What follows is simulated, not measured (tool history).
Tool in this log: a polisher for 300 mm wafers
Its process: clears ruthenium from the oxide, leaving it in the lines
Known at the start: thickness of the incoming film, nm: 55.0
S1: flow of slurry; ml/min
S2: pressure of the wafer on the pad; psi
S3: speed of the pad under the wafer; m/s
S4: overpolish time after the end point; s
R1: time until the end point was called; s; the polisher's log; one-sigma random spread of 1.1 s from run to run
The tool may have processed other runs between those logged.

| run | hour | S1 | S2 | S3 | S4 | R1 |
|---|---|---|---|---|---|---|
| 1 | 0 | 250 | 1.3 | 0.78 | 10 | 98.898 |
| 2 | 2.4 | 250 | 1.4 | 0.78 | 10 | 93.106 |
| 3 | 7.1 | 250 | 1.2 | 0.78 | 10 | 105.36 |
| 4 | 11.3 | 250 | 1.2 | 0.7 | 10 | 112.54 |
| 5 | 13.5 | 250 | 1.2 | 0.7 | 7 | 112.71 |
| 6 | 21.5 | 250 | 1.2 | 0.7 | 10 | 113.07 |
| 7 | 23.8 | 250 | 1.3 | 0.7 | 10 | 107.31 |

Forecast run 8:
| 8 | 25.8 | 250 | 1.4 | 0.7 | 10 | ? |

{"run 8": {"R1": 101.72}}

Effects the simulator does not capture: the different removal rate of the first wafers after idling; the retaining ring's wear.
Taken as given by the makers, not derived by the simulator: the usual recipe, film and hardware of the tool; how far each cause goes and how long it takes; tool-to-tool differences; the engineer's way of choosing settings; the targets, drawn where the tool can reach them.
